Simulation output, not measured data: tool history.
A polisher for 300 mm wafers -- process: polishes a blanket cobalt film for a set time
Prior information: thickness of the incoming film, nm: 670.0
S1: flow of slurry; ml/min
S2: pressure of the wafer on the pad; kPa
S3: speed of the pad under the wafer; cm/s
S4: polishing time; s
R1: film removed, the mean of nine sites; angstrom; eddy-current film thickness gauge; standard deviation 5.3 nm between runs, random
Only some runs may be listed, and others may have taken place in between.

run    day   S1    S2  S3  S4      R1
  1  0.000  290  16.5  96  57  3122.7
  2  0.175  290  16.5  86  57  2843.9
  3  0.275  350  16.5  86  57  2904.6
  4  0.529  350  18.6  86  57  3201.7
  5  0.625  350  20.0  88  57  3487.7
  6  0.942  350  23.4  88  57  4013.0

Run 7 comes next. What will it give?
  7  1.079  350  24.1  90  57   ?

{"run 7": {"R1": 4204.2}}

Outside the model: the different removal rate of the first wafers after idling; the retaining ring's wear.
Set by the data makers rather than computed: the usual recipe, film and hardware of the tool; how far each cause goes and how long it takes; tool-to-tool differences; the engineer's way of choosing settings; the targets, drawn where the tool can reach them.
